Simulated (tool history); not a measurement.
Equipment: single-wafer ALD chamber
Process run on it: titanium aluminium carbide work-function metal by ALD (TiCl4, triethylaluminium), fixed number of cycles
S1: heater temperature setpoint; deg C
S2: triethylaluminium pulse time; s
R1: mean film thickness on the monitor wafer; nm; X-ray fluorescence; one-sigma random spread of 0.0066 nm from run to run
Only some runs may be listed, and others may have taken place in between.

Run 1, hour 0.0: S1 320 deg C, S2 14.24 s. Result: R1 2.3209 nm.
Run 2, hour 0.6: S1 320 deg C, S2 12.39 s. Result: R1 2.3098 nm.
Run 3, hour 1.4: S1 320 deg C, S2 15.10 s. Result: R1 2.3330 nm.
Run 4, hour 5.7: S1 313 deg C, S2 15.10 s. Result: R1 2.2661 nm.
Run 5, hour 14.0: S1 311 deg C, S2 14.17 s. Result: R1 2.2562 nm.
Run 6, hour 16.7: S1 309 deg C, S2 13.12 s. Result: R1 2.2226 nm.
Run 7, hour 18.2: S1 307 deg C, S2 12.19 s. Result: R1 2.1991 nm.
Run 8, hour 24.9: S1 306 deg C, S2 11.37 s. Result: R1 2.1650 nm.
Run 9, hour 28.4: S1 306 deg C, S2 11.37 s. Result: R1 2.1821 nm.
Run 10, hour 35.8: S1 305 deg C, S2 10.72 s. Result: R1 2.1557 nm.
Run 11, hour 41.5: S1 304 deg C, S2 10.41 s. Result: R1 2.1383 nm.

Run 12 comes next. What will it give?
Run 12, hour 48.4: S1 303 deg C, S2 10.21 s. Result: R1 ?.

Run 12 yielded R1 2.1070 nm.

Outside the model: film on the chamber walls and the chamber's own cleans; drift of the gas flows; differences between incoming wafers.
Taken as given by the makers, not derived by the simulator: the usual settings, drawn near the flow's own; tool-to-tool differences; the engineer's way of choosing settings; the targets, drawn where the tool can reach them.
